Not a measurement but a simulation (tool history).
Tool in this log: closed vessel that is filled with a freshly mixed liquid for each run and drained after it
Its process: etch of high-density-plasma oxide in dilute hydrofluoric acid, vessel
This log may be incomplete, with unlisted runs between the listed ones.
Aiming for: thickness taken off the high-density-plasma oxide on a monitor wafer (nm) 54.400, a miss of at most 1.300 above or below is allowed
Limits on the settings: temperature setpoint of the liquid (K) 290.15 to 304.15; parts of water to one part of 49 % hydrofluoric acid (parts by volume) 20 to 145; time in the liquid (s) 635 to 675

run,day,temperature setpoint of the liquid (K),parts of water to one part of 49 % hydrofluoric acid (parts by volume),time in the liquid (s),thickness taken off the high-density-plasma oxide on a monitor wafer (nm)
1,0.000,296.15,80,635,51.172
2,0.083,296.15,100,635,40.047
3,0.400,297.65,100,635,41.823
4,0.588,299.15,100,635,44.384
5,0.767,299.15,115,635,38.010
6,1.008,299.15,135,635,32.045
7,1.188,300.15,125,635,36.099
8,1.283,301.15,120,635,39.544
9,1.362,301.65,115,635,42.391
10,1.579,302.15,110,635,45.234
11,1.933,302.65,105,635,49.097
12,2.204,303.15,105,635,49.240

Below are 4 possible settings for the next run. Only one of them brings all results inside the allowed miss of their targets. Which is it?
A,2.475,303.15,100,655,?
B,2.475,302.65,105,665,?
C,2.475,302.65,115,665,?
D,2.475,303.65,95,655,?

move,thickness taken off the high-density-plasma oxide on a monitor wafer (nm)
A,54.185
B,51.083
C,46.064
D,58.506
A: all results land within tolerance of their targets
B: an improvement on the last run, though not all results are within tolerance
C: moves away from the targets compared with the last run
D: the result that was furthest off in the last run now lies on the other side of its target
A meets every target.
